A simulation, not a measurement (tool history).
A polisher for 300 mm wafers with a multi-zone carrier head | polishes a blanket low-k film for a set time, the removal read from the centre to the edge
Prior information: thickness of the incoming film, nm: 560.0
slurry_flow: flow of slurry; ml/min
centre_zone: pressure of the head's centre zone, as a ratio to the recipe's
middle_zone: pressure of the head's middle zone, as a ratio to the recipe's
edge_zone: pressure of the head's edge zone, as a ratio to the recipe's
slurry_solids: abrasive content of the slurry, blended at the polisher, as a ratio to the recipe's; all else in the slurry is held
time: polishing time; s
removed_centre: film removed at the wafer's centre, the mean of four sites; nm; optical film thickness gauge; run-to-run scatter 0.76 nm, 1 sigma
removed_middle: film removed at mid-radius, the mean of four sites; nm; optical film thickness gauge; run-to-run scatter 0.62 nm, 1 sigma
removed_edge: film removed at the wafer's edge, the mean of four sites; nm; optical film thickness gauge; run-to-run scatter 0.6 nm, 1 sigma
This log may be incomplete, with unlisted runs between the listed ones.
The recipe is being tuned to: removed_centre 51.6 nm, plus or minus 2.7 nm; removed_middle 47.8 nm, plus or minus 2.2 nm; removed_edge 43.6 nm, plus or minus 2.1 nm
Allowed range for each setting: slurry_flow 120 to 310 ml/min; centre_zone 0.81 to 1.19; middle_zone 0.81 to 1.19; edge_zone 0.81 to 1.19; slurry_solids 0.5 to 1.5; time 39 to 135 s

run	day	slurry_flow	centre_zone	middle_zone	edge_zone	slurry_solids	time	removed_centre	removed_middle	removed_edge
1	0	200	1	1	1	1	87	26.868	27.229	26.297
2	0.204	200	1	1	1	1	105	32.58	33.108	32.432
3	0.288	200	1.07	1	1	1	105	35.336	32.627	31.853
4	0.404	200	1.07	1	1	1	86	28.701	26.66	26.432
5	0.488	200	1.07	1	1	0.85	86	27.427	25.083	23.937
6	0.712	210	1.1	1.03	0.98	1	92	31.047	30.077	27.956
7	0.846	210	1.12	1.02	0.94	1.1	100	36.074	32.473	31.306
8	1.158	210	1.12	1.02	0.94	1.1	100	35.094	33.437	30.428
9	1.342	215	1.14	1.02	0.93	1.2	105	40.098	35.612	32.911
# day 1.379: edge zone pressure recalibrated
10	1.379	225	1.13	1.12	1.03	1.45	117	47.742	47.746	43.132
11	1.746	225	1.14	1.12	1.03	1.45	117	47.847	47.121	43.286
12	2.058	230	1.15	1.12	1.02	1.45	117	47.658	47.46	42.571

Below are 5 possible settings for the next run. Only one of them brings all results inside the allowed miss of their targets. Which is it?
A	2.371	230	1.19	1.15	0.86	1.45	117	?	?	?
B	2.371	275	1.19	1.14	0.86	1.45	115	?	?	?
C	2.371	155	1.19	0.95	0.99	1.25	133	?	?	?
D	2.371	230	1.18	1.1	0.99	1.45	122	?	?	?
E	2.371	190	1.19	1	1	1.5	120	?	?	?

move	removed_centre	removed_middle	removed_edge
A	50.292	48.055	39.004
B	50.617	47.899	38.973
C	50.405	41.299	42.938
D	51.984	48.224	43.448
E	50.526	43.02	42.596
A: puts the biggest miss on target and leaves a different result outside tolerance
B: puts the biggest miss on target and leaves a different result outside tolerance
C: puts the biggest miss on target and leaves a different result outside tolerance
D: meets every target
E: puts the biggest miss on target and leaves a different result outside tolerance
D meets every target.
